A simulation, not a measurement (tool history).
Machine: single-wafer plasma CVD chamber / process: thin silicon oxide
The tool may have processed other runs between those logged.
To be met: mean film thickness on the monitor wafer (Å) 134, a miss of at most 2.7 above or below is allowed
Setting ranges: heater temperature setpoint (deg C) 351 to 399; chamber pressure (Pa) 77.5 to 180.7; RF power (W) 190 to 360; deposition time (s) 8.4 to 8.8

run	day	heater temperature setpoint (deg C)	chamber pressure (Pa)	RF power (W)	deposition time (s)	mean film thickness on the monitor wafer (Å)
1	0	375	129.1	275	8.8	174.34
2	0.338	375	123.7	275	8.8	170.66
3	0.662	375	123.7	275	8.8	170.15
4	0.904	375	118.5	275	8.8	165.04
5	0.967	375	118.5	310	8.8	174.9
6	1.012	375	113.5	305	8.8	167.94
7	1.367	375	109.1	305	8.8	163.12
8	1.6	375	105.2	305	8.8	158.04
9	1.967	375	102.1	305	8.8	155.9
10	2.05	375	99.2	305	8.8	152.74
11	2.425	375	96.7	305	8.8	149.08
12	2.621	375	94.8	305	8.8	147.33
13	2.883	375	93.1	305	8.8	145.2
14	3.125	375	91.6	305	8.8	142.16

Next run, 4 choices. One meets every target within its allowed miss, the rest don't. Which?
A	3.367	367	94.9	335	8.8	?
B	3.367	374	88.1	320	8.4	?
C	3.367	377	96.8	300	8.8	?
D	3.367	374	94.8	315	8.8	?

move	mean film thickness on the monitor wafer (Å)
A	155.69
B	135.97
C	149.09
D	150.34
A: misses by more than the last run did
B: every result within its allowed miss
C: misses by more than the last run did
D: misses by more than the last run did
So the answer is move B, the one that meets all the targets.

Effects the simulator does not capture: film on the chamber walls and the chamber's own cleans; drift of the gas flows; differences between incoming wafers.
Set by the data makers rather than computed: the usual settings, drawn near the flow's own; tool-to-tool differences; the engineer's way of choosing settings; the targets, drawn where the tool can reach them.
